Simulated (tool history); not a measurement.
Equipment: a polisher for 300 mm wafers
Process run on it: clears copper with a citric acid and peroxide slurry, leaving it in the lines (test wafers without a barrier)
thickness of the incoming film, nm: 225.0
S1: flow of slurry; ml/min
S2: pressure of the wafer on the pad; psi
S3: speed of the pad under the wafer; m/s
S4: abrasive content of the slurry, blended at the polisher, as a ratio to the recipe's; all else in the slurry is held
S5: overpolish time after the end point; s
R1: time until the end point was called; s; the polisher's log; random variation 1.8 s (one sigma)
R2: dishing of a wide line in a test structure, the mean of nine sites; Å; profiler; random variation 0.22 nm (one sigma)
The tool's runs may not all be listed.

run  hour   S1   S2    S3  S4  S5      R1      R2
  1     0  265  3.2   1.3   1  19  80.596  307.09
  2   6.2  265  3.2   1.3   1  24  80.734   373.7
  3   8.7  265  3.2  1.52   1  24  66.997  413.46
  4   9.8  265  3.2  1.52   1  27   70.93  453.86
  5  16.5  260  2.9  1.46   1  24  78.693  382.96
  6  24.9  260  2.9  1.18   1  24  95.932  322.82
  7    28  260  2.7  1.18   1  21  106.08  270.73
  8  28.7  260  2.6  1.18   1  19  106.87  241.73
  9  34.9  260  2.5  1.18   1  18  108.68  219.89
 10  43.4  260  2.4  1.18   1  17  115.79  202.04
 11  49.5  260  2.4  1.18   1  16  117.02  193.79

Forecast run 12:
 12  58.4  260  2.4  1.18   1  15   ?   ?

R1: 117.32 s
R2: 186.22 Å

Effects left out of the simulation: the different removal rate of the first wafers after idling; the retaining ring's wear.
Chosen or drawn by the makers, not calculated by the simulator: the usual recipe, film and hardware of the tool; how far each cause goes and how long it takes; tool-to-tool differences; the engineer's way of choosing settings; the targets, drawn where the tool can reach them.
